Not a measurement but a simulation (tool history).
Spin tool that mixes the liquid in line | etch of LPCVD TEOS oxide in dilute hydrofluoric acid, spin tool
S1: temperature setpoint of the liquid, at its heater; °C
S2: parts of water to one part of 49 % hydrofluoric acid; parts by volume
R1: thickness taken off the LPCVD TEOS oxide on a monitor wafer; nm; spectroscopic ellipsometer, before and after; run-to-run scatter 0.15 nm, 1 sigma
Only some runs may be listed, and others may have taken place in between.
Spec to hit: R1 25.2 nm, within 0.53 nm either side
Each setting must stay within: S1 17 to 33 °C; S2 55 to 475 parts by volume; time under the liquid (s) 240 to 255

run 1 hour=0 | S1=25 S2=265 time_under_the_liquid_(s)=240 | R1=15.272
run 2 hour=6 | S1=26 S2=260 time_under_the_liquid_(s)=240 | R1=16.081
run 3 hour=13.2 | S1=22.5 S2=260 time_under_the_liquid_(s)=240 | R1=14.413
run 4 hour=13.7 | S1=24 S2=260 time_under_the_liquid_(s)=240 | R1=15.091
run 5 hour=17.2 | S1=25 S2=255 time_under_the_liquid_(s)=240 | R1=16.073
run 6 hour=22 | S1=25 S2=255 time_under_the_liquid_(s)=255 | R1=17.213
run 7 hour=26.6 | S1=26 S2=250 time_under_the_liquid_(s)=255 | R1=17.933
run 8 hour=29.1 | S1=26.5 S2=245 time_under_the_liquid_(s)=255 | R1=18.881
run 9 hour=35.2 | S1=27 S2=240 time_under_the_liquid_(s)=255 | R1=19.761
run 10 hour=42.4 | S1=27.5 S2=240 time_under_the_liquid_(s)=255 | R1=19.976
run 11 hour=45 | S1=27.5 S2=240 time_under_the_liquid_(s)=255 | R1=20.265
run 12 hour=52 | S1=31.5 S2=230 time_under_the_liquid_(s)=255 | R1=24.252

Which single option among these 4 for the next run brings every result within its allowed miss of target? Just one does.
run A hour=59 | S1=31.5 S2=225 time_under_the_liquid_(s)=245 | R1=?
run B hour=59 | S1=30 S2=215 time_under_the_liquid_(s)=255 | R1=?
run C hour=59 | S1=31.5 S2=240 time_under_the_liquid_(s)=255 | R1=?
run D hour=59 | S1=26.5 S2=200 time_under_the_liquid_(s)=245 | R1=?

move=A R1=23.921
move=B R1=25.072
move=C R1=22.919
move=D R1=23.311
A: further off than the last run
B: every result lands within tolerance
C: further off than the last run
D: further off than the last run
So the answer is move B, the one that meets all the targets.
